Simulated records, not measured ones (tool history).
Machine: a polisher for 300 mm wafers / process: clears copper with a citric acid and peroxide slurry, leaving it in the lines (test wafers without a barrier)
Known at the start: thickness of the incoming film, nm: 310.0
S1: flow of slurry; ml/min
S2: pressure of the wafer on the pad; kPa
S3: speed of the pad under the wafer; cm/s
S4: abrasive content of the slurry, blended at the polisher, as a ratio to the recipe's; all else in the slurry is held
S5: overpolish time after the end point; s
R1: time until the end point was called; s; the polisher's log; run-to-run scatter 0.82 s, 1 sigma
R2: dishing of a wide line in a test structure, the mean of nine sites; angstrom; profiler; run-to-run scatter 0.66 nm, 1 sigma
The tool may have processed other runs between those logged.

Run 1, hour 0: S1 250 ml/min, S2 23.4 kPa, S3 132 cm/s, S4 1, S5 24 s. Result: R1 97.338 s, R2 482.92 angstrom.
Run 2, hour 6.9: S1 250 ml/min, S2 21.4 kPa, S3 132 cm/s, S4 1, S5 24 s. Result: R1 108.05 s, R2 443.91 angstrom.
Run 3, hour 15.1: S1 310 ml/min, S2 21.4 kPa, S3 132 cm/s, S4 1, S5 24 s. Result: R1 102.94 s, R2 441.32 angstrom.
Run 4, hour 22.4: S1 310 ml/min, S2 21.4 kPa, S3 132 cm/s, S4 0.9, S5 24 s. Result: R1 107.49 s, R2 437.21 angstrom.
Run 5, hour 28.5: S1 320 ml/min, S2 22.1 kPa, S3 132 cm/s, S4 0.9, S5 20 s. Result: R1 103.58 s, R2 373.58 angstrom.
Run 6, hour 32.7: S1 270 ml/min, S2 22.1 kPa, S3 132 cm/s, S4 0.9, S5 20 s. Result: R1 105.18 s, R2 367.01 angstrom.
Run 7, hour 41.2: S1 270 ml/min, S2 22.8 kPa, S3 132 cm/s, S4 0.9, S5 18 s. Result: R1 103.07 s, R2 342.68 angstrom.
Run 8, hour 45: S1 275 ml/min, S2 23.4 kPa, S3 132 cm/s, S4 0.9, S5 17 s. Result: R1 100.03 s, R2 341.94 angstrom.

What does the tool deliver on the next run?
Run 9, hour 45.9: S1 285 ml/min, S2 24.8 kPa, S3 132 cm/s, S4 0.9, S5 12 s. Result: R1 ?, R2 ?.

For run 9 the tool returned R1 95.211 s, R2 259.54 angstrom.

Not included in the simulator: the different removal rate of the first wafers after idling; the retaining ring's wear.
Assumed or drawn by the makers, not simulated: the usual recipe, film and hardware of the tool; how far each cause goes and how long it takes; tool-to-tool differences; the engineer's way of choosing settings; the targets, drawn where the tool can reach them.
